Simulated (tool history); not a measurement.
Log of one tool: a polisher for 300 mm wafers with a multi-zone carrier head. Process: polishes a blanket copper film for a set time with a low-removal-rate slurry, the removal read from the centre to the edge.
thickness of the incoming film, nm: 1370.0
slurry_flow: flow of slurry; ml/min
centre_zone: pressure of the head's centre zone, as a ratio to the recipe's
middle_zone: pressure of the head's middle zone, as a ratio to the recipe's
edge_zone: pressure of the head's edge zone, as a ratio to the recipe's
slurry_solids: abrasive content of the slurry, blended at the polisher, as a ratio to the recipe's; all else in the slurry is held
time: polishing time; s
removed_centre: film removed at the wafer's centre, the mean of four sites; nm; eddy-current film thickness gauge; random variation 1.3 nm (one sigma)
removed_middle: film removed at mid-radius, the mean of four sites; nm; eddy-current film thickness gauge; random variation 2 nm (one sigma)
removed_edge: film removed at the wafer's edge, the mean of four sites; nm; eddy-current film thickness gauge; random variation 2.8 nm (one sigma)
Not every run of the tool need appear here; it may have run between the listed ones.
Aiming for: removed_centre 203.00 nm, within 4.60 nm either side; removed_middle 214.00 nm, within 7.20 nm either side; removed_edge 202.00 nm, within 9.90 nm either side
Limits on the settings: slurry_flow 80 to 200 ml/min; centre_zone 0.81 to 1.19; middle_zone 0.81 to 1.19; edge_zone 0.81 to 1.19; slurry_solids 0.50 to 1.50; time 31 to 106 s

run	day	slurry_flow	centre_zone	middle_zone	edge_zone	slurry_solids	time	removed_centre	removed_middle	removed_edge
1	0.000	130	1.00	1.00	1.00	1.00	68	210.91	217.17	223.47
2	0.125	130	1.05	1.00	1.00	1.00	68	219.20	214.20	226.90
3	0.379	125	1.05	1.01	0.99	1.00	68	218.01	213.49	222.57
4	0.446	125	1.05	1.01	0.99	1.00	78	251.35	246.95	253.04
5	0.583	120	1.04	1.01	0.97	0.95	78	242.61	237.74	250.03
6	0.771	120	1.04	1.02	0.95	0.90	77	237.97	241.65	238.93
7	0.912	120	1.04	1.02	0.95	0.90	77	237.86	238.31	241.75
8	1.279	95	1.00	1.03	0.85	0.65	75	194.92	208.42	203.26
9	1.629	115	1.02	1.04	0.81	0.60	75	210.29	220.18	203.84
10	1.829	110	1.02	1.04	0.82	0.60	75	206.24	213.26	198.76

Pick the move, out of 5, that brings all results within their allowed miss; only one does.
A	2.029	125	0.99	1.11	0.85	0.50	71	?	?	?
B	2.029	90	1.04	1.03	0.81	0.60	82	?	?	?
C	2.029	90	1.03	1.05	0.84	0.55	79	?	?	?
D	2.029	110	1.05	1.03	0.83	0.75	72	?	?	?
E	2.029	150	1.02	1.16	0.81	0.65	65	?	?	?

move	removed_centre	removed_middle	removed_edge
A	191.73	218.26	193.61
B	211.99	219.15	210.18
C	199.91	212.09	203.28
D	209.34	211.95	200.89
E	197.27	224.74	185.25
A: the result that was furthest off in the last run now lies on the other side of its target
B: lands further from the targets than the last run did
C: every result within its allowed miss
D: lands further from the targets than the last run did
E: the result that was furthest off in the last run now lies on the other side of its target
Go with C: it meets all targets.
